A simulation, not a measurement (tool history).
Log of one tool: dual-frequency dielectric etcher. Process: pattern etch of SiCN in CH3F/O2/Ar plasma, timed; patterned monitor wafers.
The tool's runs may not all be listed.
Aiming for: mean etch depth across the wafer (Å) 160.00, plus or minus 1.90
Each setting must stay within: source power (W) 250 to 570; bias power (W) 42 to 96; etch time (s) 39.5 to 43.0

run,day,source power (W),bias power (W),etch time (s),mean etch depth across the wafer (Å)
1,0.000,410,69,43.0,172.94
2,0.104,450,69,43.0,177.85
3,0.475,420,68,43.0,173.13
4,0.821,380,68,43.0,167.50
5,1.133,410,68,43.0,171.58
6,1.375,390,68,43.0,168.59
7,1.683,370,68,43.0,166.07
8,1.817,360,68,43.0,165.08
9,1.946,350,68,43.0,162.83

Below are 4 possible settings for the next run. Only one of them brings all results inside the allowed miss of their targets. Which is it?
A,2.075,440,60,42.0,?
B,2.075,350,74,42.5,?
C,2.075,400,69,42.5,?
D,2.075,320,71,43.0,?

move,mean etch depth across the wafer (Å)
A,165.95
B,165.29
C,169.29
D,160.22
A: the biggest miss grows against the last run
B: the biggest miss grows against the last run
C: the biggest miss grows against the last run
D: each result inside its tolerance
Correct choice: D, which meets every target
